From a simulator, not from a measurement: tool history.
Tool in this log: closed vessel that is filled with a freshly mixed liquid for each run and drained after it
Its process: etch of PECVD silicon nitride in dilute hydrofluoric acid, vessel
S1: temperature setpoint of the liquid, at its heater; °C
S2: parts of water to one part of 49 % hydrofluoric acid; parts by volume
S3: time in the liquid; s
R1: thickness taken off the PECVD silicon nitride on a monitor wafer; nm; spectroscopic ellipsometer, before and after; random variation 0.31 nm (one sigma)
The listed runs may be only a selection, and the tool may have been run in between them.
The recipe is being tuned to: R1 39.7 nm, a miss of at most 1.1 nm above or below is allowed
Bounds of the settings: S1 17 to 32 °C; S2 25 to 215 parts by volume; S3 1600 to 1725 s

run,hour,S1,S2,S3,R1
1,0,24,120,1600,79.829
2,5.2,24,95,1600,98.392
3,8.2,24,70,1600,135.78
4,10.5,26,70,1600,154.22
5,14.3,26,70,1725,166.72
6,21.5,24.5,85,1725,125.48
7,22.6,23,95,1725,100.52
# hour 24.7: thermometer replaced
8,24.7,22,105,1725,74.964
9,33.7,21,105,1725,70.69
10,38.9,20.5,110,1725,63.728

Exactly one of the 4 candidate moves below puts every result within its allowed miss. Which one?
A,44.1,23,95,1645,?
B,44.1,19,80,1725,?
C,44.1,17,130,1600,?
D,44.1,22,80,1725,?

move,R1
A,84.103
B,79.534
C,40.109
D,97.636
A: further off than the last run
B: further off than the last run
C: in spec on every target
D: further off than the last run
So the answer is move C, the one that meets all the targets.

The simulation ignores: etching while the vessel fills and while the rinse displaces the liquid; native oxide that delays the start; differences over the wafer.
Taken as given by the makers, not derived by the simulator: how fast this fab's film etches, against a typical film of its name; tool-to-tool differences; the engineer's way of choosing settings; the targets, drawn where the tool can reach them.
